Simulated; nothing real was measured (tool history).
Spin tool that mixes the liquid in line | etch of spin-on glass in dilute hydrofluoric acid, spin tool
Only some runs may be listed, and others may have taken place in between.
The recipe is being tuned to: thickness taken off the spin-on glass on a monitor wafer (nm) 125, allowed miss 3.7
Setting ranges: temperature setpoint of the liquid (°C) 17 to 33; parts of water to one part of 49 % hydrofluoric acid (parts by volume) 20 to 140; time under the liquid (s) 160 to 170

| run | hour | temperature setpoint of the liquid (°C) | parts of water to one part of 49 % hydrofluoric acid (parts by volume) | time under the liquid (s) | thickness taken off the spin-on glass on a monitor wafer (nm) |
|---|---|---|---|---|---|
| 1 | 0 | 25 | 75 | 160 | 61.05 |
| 2 | 9 | 25 | 75 | 160 | 61.084 |
| 3 | 14.2 | 25 | 100 | 160 | 44.62 |
| 4 | 19.5 | 25 | 100 | 170 | 47.095 |
| 5 | 28 | 25 | 70 | 170 | 70.853 |
| 6 | 28.8 | 25 | 95 | 170 | 49.546 |
| 7 | 30.7 | 27 | 80 | 170 | 64.675 |
| 8 | 38.7 | 28.5 | 70 | 170 | 81.635 |
| 9 | 42.5 | 32.5 | 50 | 170 | 136.05 |
| 10 | 48.4 | 32.5 | 50 | 170 | 136.1 |
| 11 | 49.8 | 32 | 50 | 170 | 133.5 |
| 12 | 55.8 | 31.5 | 50 | 170 | 129.78 |

Of the 4 settings listed for the next run, only one would bring every result within its allowed miss of target. Which one?
| A | 61.8 | 27.5 | 45 | 170 | ? |
| B | 61.8 | 30.5 | 45 | 160 | ? |
| C | 61.8 | 29 | 45 | 170 | ? |
| D | 61.8 | 30 | 45 | 165 | ? |

| move | thickness taken off the spin-on glass on a monitor wafer (nm) |
|---|---|
| A | 124.89 |
| B | 132.43 |
| C | 132.61 |
| D | 133.91 |
A: all results in spec
B: lands further from the targets than the last run did
C: lands further from the targets than the last run did
D: lands further from the targets than the last run did
Answer: A
